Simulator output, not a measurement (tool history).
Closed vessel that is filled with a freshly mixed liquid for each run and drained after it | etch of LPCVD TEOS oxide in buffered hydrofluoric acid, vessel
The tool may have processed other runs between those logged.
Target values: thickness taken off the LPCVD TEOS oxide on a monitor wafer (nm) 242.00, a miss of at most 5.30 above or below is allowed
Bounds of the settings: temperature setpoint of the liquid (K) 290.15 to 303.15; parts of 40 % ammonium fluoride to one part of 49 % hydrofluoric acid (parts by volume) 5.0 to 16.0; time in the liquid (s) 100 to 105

run,hour,temperature setpoint of the liquid (K),parts of 40 % ammonium fluoride to one part of 49 % hydrofluoric acid (parts by volume),time in the liquid (s),thickness taken off the LPCVD TEOS oxide on a monitor wafer (nm)
1,0.0,295.15,9.5,100,202.62
2,6.4,295.65,9.5,100,209.63
3,8.6,295.65,12.5,100,162.81
4,12.9,295.65,12.5,105,170.49
5,20.5,292.65,12.5,105,144.13
6,24.3,294.15,12.5,105,156.86
7,32.9,295.65,12.5,105,170.20
8,38.7,296.65,12.5,105,181.99
9,42.6,297.65,12.5,105,192.98
10,51.6,298.65,12.5,105,202.17
11,56.4,302.65,12.5,105,250.39

Below are 4 possible settings for the next run. Only one of them brings all results inside the allowed miss of their targets. Which is it?
A,61.2,302.65,11.5,100,?
B,61.2,303.15,12.5,100,?
C,61.2,302.15,12.0,105,?
D,61.2,303.15,12.0,100,?

move,thickness taken off the LPCVD TEOS oxide on a monitor wafer (nm)
A,258.97
B,245.10
C,254.07
D,255.06
A: the biggest miss grows against the last run
B: every result lands within tolerance
C: the biggest miss grows against the last run
D: the biggest miss grows against the last run
Go with B: it meets all targets.

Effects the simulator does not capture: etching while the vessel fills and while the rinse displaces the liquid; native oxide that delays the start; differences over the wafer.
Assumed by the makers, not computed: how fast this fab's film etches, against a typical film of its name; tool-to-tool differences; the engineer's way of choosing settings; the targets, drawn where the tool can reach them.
